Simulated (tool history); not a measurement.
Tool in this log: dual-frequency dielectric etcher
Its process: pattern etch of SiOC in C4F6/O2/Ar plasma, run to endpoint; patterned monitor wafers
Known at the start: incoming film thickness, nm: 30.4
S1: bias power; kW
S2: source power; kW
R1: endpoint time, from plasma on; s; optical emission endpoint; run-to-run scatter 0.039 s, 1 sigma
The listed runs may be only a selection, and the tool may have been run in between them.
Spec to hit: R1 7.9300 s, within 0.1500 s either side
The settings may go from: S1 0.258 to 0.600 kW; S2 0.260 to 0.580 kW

run 1 hour=0.0 | S1=0.429 S2=0.420 | R1=8.5628
run 2 hour=8.3 | S1=0.429 S2=0.360 | R1=9.1220
run 3 hour=13.1 | S1=0.451 S2=0.360 | R1=8.9127
run 4 hour=18.9 | S1=0.402 S2=0.360 | R1=9.3160
run 5 hour=25.8 | S1=0.427 S2=0.360 | R1=9.0630
run 6 hour=30.6 | S1=0.355 S2=0.360 | R1=9.7362
run 7 hour=35.2 | S1=0.385 S2=0.360 | R1=9.4717
run 8 hour=43.9 | S1=0.411 S2=0.360 | R1=9.2502

Which one of the following 4 next-run settings gets every result inside its allowed miss? There is exactly one.
run A hour=52.6 | S1=0.543 S2=0.400 | R1=?
run B hour=52.6 | S1=0.472 S2=0.410 | R1=?
run C hour=52.6 | S1=0.506 S2=0.390 | R1=?
run D hour=52.6 | S1=0.480 S2=0.400 | R1=?

move=A R1=8.0195
move=B R1=8.4134
move=C R1=8.3207
move=D R1=8.4268
A: each result inside its tolerance
B: better than the last run, though not everything is in spec
C: better than the last run, though not everything is in spec
D: better than the last run, though not everything is in spec
The right move is A.
